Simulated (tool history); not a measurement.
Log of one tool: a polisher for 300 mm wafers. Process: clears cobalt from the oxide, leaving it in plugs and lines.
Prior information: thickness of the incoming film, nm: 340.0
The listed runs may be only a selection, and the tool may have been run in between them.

run	hour	flow of slurry (ml/min)	pressure of the wafer on the pad (kPa)	speed of the pad under the wafer (m/s)	overpolish time after the end point (s)	time until the end point was called (s)	dishing of a wide line in a test structure (nm)
1	0.0	205	11.0	0.96	13	106.150	32.373
2	7.5	205	12.4	0.96	13	94.293	32.659
3	10.0	205	12.4	0.82	13	105.220	31.915
4	18.7	205	12.4	0.82	15	108.030	33.823
5	23.1	205	12.4	0.90	15	96.461	35.755
6	29.3	205	12.4	1.02	15	88.870	38.810

Expected results for the next run?
7	37.4	240	12.4	0.74	9	?	?

{"run 7": {"time until the end point was called (s)": 115.28, "dishing of a wide line in a test structure (nm)": 21.252}}

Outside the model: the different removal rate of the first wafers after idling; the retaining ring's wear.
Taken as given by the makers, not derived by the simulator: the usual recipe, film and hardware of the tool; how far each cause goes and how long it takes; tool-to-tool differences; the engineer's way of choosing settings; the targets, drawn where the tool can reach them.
